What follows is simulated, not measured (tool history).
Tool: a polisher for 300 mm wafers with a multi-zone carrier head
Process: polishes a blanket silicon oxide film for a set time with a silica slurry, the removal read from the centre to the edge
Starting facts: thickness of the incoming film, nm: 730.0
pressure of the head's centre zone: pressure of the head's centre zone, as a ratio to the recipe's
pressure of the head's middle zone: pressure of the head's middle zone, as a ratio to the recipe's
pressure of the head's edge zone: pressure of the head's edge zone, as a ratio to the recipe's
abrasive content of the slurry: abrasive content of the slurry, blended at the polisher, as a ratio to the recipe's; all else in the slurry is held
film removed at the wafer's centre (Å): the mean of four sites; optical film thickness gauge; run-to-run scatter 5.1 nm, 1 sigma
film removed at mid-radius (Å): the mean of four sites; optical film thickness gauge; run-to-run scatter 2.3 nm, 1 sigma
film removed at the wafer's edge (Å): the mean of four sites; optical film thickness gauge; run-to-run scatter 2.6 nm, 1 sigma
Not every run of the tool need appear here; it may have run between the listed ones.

| run | day | flow of slurry (ml/min) | pressure of the head's centre zone | pressure of the head's middle zone | pressure of the head's edge zone | abrasive content of the slurry | polishing time (s) | film removed at the wafer's centre (Å) | film removed at mid-radius (Å) | film removed at the wafer's edge (Å) |
|---|---|---|---|---|---|---|---|---|---|---|
| 1 | 0 | 245 | 1 | 1 | 1 | 1 | 79 | 3073.3 | 3100.4 | 3142.2 |
| 2 | 0.354 | 245 | 0.95 | 1 | 1 | 1 | 79 | 2978.2 | 3085.3 | 3105.1 |
| 3 | 0.704 | 260 | 1 | 1 | 0.99 | 1.05 | 79 | 3217 | 3199.9 | 3141.4 |
| 4 | 0.933 | 260 | 1 | 1 | 1.07 | 1.05 | 79 | 3188.5 | 3158.6 | 3289.4 |
| 5 | 1.083 | 260 | 1 | 0.96 | 1.07 | 1.05 | 79 | 3137.7 | 3063.2 | 3266.4 |
| 6 | 1.325 | 270 | 1.04 | 0.98 | 1.08 | 1.05 | 79 | 3358.6 | 3124.1 | 3295 |

The next listed run, before its measurement:
| 7 | 1.554 | 335 | 1.14 | 1.08 | 1.15 | 1.1 | 79 | ? | ? | ? |

Run 7 produced film removed at the wafer's centre (Å) 3791.3, film removed at mid-radius (Å) 3538.4, film removed at the wafer's edge (Å) 3535.3.
